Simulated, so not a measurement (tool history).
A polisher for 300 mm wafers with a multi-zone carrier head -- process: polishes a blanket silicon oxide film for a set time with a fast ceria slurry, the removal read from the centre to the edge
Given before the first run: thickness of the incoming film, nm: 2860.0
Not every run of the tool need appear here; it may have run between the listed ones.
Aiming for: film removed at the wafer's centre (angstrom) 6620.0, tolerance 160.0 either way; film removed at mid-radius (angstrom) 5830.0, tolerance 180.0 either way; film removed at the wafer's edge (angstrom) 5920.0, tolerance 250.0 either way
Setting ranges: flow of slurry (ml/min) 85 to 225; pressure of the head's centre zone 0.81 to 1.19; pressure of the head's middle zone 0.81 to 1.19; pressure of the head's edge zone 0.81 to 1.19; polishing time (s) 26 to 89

run,hour,flow of slurry (ml/min),pressure of the head's centre zone,pressure of the head's middle zone,pressure of the head's edge zone,polishing time (s),film removed at the wafer's centre (angstrom),film removed at mid-radius (angstrom),film removed at the wafer's edge (angstrom)
1,0.0,145,1.00,1.00,1.00,57,8958.7,8945.8,8785.1
2,1.0,145,1.00,1.00,1.00,48,7533.6,7634.1,7293.8
3,6.9,145,1.00,1.00,1.00,58,9130.4,8993.1,8779.6
4,10.4,140,1.00,0.97,0.96,54,8332.9,8358.6,8336.1
5,11.9,145,1.02,0.96,0.98,50,8084.1,7715.3,7772.4
6,14.5,145,1.02,1.04,0.98,50,7946.3,8120.4,7759.0
7,18.7,150,1.02,1.01,1.02,47,7615.4,7571.5,7314.1
8,20.0,155,1.03,0.99,1.03,44,7238.3,7084.5,6924.6
9,28.8,160,1.05,0.98,1.04,42,7033.8,6586.6,6704.5
10,31.1,160,1.07,0.99,1.04,40,6944.9,6478.0,6436.7
11,36.7,155,1.08,0.99,1.04,39,6830.1,6167.9,6230.2
12,44.1,150,1.08,0.99,1.04,39,6659.2,6147.8,6176.3
13,46.8,150,1.09,0.99,1.04,39,6735.8,6201.6,6316.7
14,51.5,130,1.11,0.95,0.95,38,6434.4,5576.2,5786.7

Which one of the following 4 next-run settings gets every result inside its allowed miss? There is exactly one.
A,56.2,135,1.10,0.95,0.96,39,?,?,?
B,56.2,105,1.10,0.91,1.03,39,?,?,?
C,56.2,120,1.07,0.97,0.97,39,?,?,?
D,56.2,110,1.19,1.04,0.94,38,?,?,?

move,film removed at the wafer's centre (angstrom),film removed at mid-radius (angstrom),film removed at the wafer's edge (angstrom)
A,6659.4,5850.1,6000.3
B,6156.1,5269.3,5892.1
C,6263.0,5780.5,5900.0
D,6605.9,5824.6,5576.3
A: in spec on every target
B: further off than the last run
C: brings the last run's worst result on target, with another outside its allowed miss
D: brings the last run's worst result on target, with another outside its allowed miss
The right move is A.
